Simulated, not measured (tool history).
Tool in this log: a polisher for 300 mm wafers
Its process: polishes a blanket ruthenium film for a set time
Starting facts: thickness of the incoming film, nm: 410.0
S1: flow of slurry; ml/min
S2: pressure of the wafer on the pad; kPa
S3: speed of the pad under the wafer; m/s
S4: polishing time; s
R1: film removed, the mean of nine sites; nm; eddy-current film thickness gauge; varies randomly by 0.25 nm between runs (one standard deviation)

{"run": 1, "hour": 0.0, "S1": 315, "S2": 10.3, "S3": 0.96, "S4": 49, "R1": 46.221}
{"run": 2, "hour": 6.0, "S1": 315, "S2": 9.7, "S3": 0.94, "S4": 49, "R1": 41.837}
{"run": 3, "hour": 13.4, "S1": 350, "S2": 9.7, "S3": 0.94, "S4": 49, "R1": 42.17}
{"run": 4, "hour": 16.4, "S1": 280, "S2": 9.7, "S3": 0.94, "S4": 49, "R1": 41.692}
{"run": 5, "hour": 23.1, "S1": 280, "S2": 9.7, "S3": 0.8, "S4": 49, "R1": 35.467}
{"run": 6, "hour": 27.3, "S1": 280, "S2": 9.7, "S3": 0.8, "S4": 44, "R1": 32.242}

Forecast run 7:
{"run": 7, "hour": 35.5, "S1": 280, "S2": 9, "S3": 0.8, "S4": 44, "R1": "?"}

{"run 7": {"R1": 30.385}}
